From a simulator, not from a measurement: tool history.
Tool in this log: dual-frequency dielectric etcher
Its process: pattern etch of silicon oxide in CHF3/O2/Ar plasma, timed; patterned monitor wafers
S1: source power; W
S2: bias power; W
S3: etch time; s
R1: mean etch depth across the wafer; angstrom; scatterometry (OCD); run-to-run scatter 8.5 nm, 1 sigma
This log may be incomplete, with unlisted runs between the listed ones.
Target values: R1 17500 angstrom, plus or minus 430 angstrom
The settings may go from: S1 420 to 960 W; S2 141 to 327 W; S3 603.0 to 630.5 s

Run 1, hour 0.0: S1 690 W, S2 234 W, S3 603.0 s. Result: R1 14502 angstrom.
Run 2, hour 3.0: S1 800 W, S2 234 W, S3 603.0 s. Result: R1 15435 angstrom.
Run 3, hour 8.8: S1 710 W, S2 234 W, S3 603.0 s. Result: R1 14615 angstrom.
Run 4, hour 17.1: S1 710 W, S2 234 W, S3 603.0 s. Result: R1 14671 angstrom.
Run 5, hour 19.7: S1 710 W, S2 234 W, S3 630.5 s. Result: R1 15310 angstrom.
Run 6, hour 23.1: S1 740 W, S2 237 W, S3 630.5 s. Result: R1 15504 angstrom.
Run 7, hour 24.9: S1 770 W, S2 242 W, S3 630.5 s. Result: R1 15873 angstrom.
Run 8, hour 32.1: S1 800 W, S2 246 W, S3 630.5 s. Result: R1 16262 angstrom.

Which single option among these 4 for the next run brings every result within its allowed miss of target? Just one does.
Run A, hour 39.3: S1 920 W, S2 268 W, S3 623.0 s. Result: R1 ?.
Run B, hour 39.3: S1 710 W, S2 246 W, S3 612.5 s. Result: R1 ?.
Run C, hour 39.3: S1 730 W, S2 253 W, S3 622.5 s. Result: R1 ?.
Run D, hour 39.3: S1 820 W, S2 225 W, S3 603.0 s. Result: R1 ?.

move     R1
   A  17290
   B  14875
   C  15421
   D  15186
A: meets every target
B: further off than the last run
C: further off than the last run
D: further off than the last run
A is the move that brings every result within its allowed miss.

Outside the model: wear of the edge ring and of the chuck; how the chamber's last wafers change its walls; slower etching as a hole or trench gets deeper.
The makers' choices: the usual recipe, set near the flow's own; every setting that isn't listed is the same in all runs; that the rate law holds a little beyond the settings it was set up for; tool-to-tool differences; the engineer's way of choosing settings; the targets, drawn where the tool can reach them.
